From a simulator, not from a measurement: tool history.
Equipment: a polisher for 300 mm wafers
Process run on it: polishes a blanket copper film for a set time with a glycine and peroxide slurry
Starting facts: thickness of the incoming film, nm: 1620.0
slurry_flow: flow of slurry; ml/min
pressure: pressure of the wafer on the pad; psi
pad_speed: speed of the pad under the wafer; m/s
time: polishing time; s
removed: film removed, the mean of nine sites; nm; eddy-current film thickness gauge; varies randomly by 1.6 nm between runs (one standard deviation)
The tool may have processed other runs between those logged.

run	day	slurry_flow	pressure	pad_speed	time	removed
1	0	170	3.1	1.16	51	304.75
2	0.062	160	3	1.16	51	298.35
3	0.138	160	2.8	1.16	51	286.56
4	0.425	160	2.8	1.16	51	290.66
5	0.708	160	2.8	1.4	51	333.8
6	0.767	160	2.5	1.4	51	319.27

What does the tool deliver on the next run?
# day 0.812: head pressure recalibrated
7	0.812	155	2.2	1.4	51	?

Run 7 produced removed 300.67 nm.
